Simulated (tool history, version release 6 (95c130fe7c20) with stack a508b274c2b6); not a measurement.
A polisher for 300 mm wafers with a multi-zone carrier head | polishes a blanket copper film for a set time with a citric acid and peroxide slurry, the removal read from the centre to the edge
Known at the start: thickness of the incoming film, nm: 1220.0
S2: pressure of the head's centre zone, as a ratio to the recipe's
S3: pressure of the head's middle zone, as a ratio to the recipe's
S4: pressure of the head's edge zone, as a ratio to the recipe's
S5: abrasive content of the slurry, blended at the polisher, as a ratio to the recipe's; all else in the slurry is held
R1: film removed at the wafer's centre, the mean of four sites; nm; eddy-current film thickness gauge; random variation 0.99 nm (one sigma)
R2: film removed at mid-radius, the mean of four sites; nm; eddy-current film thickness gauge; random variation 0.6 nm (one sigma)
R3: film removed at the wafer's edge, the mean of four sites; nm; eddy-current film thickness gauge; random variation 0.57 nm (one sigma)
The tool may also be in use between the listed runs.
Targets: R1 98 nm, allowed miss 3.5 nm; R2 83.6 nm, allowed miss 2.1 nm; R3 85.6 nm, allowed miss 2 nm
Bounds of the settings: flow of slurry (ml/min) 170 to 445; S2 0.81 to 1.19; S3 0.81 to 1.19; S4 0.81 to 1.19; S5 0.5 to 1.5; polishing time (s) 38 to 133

run 1 hour=0 | flow_of_slurry_(ml/min)=285 S2=1 S3=1 S4=1 S5=1 polishing_time_(s)=85 | R1=136.82 R2=138.7 R3=130.86
run 2 hour=0.9 | flow_of_slurry_(ml/min)=285 S2=1 S3=0.94 S4=1 S5=1 polishing_time_(s)=85 | R1=139.18 R2=132.37 R3=132.63
run 3 hour=4 | flow_of_slurry_(ml/min)=285 S2=1 S3=0.94 S4=1 S5=0.9 polishing_time_(s)=85 | R1=134.3 R2=126.06 R3=127.97
run 4 hour=9.9 | flow_of_slurry_(ml/min)=280 S2=1 S3=0.93 S4=0.96 S5=0.8 polishing_time_(s)=80 | R1=120.42 R2=115.07 R3=113.78
run 5 hour=16.5 | flow_of_slurry_(ml/min)=280 S2=1.04 S3=0.93 S4=0.96 S5=0.8 polishing_time_(s)=80 | R1=124.1 R2=113.94 R3=114.25
run 6 hour=17.5 | flow_of_slurry_(ml/min)=270 S2=1.05 S3=0.9 S4=0.92 S5=0.7 polishing_time_(s)=77 | R1=116.86 R2=104.47 R3=103.25
-- hour=21.2 edge zone pressure recalibrated
run 7 hour=21.2 | flow_of_slurry_(ml/min)=260 S2=1.05 S3=0.88 S4=0.9 S5=0.65 polishing_time_(s)=75 | R1=112.29 R2=94.672 R3=100.08
run 8 hour=23.7 | flow_of_slurry_(ml/min)=265 S2=1.05 S3=0.88 S4=0.88 S5=0.6 polishing_time_(s)=73 | R1=105.16 R2=90.758 R3=95.787
run 9 hour=29.8 | flow_of_slurry_(ml/min)=260 S2=1.06 S3=0.89 S4=0.86 S5=0.55 polishing_time_(s)=72 | R1=100.43 R2=87.966 R3=89.444

5 next moves are on the table. One of them brings every result within its allowed miss. Which?
run A hour=35.9 | flow_of_slurry_(ml/min)=270 S2=1.07 S3=0.99 S4=0.91 S5=0.5 polishing_time_(s)=76 | R1=? R2=? R3=?
run B hour=35.9 | flow_of_slurry_(ml/min)=210 S2=1.06 S3=0.82 S4=0.88 S5=0.8 polishing_time_(s)=67 | R1=? R2=? R3=?
run C hour=35.9 | flow_of_slurry_(ml/min)=380 S2=1.06 S3=0.87 S4=0.84 S5=0.6 polishing_time_(s)=65 | R1=? R2=? R3=?
run D hour=35.9 | flow_of_slurry_(ml/min)=210 S2=0.94 S3=0.82 S4=0.87 S5=0.65 polishing_time_(s)=75 | R1=? R2=? R3=?
run E hour=35.9 | flow_of_slurry_(ml/min)=290 S2=1.11 S3=0.83 S4=0.83 S5=0.6 polishing_time_(s)=70 | R1=? R2=? R3=?

move=A R1=103.49 R2=95.741 R3=93.405
move=B R1=102.81 R2=84.294 R3=94.158
move=C R1=97.661 R2=82.849 R3=85.991
move=D R1=95.156 R2=88.114 R3=98.013
move=E R1=107.08 R2=84.106 R3=90.521
A: further off than the last run
B: brings the result that was furthest off to its target, and leaves another outside
C: meets every target
D: further off than the last run
E: brings the result that was furthest off to its target, and leaves another outside
Move C is the one to make.
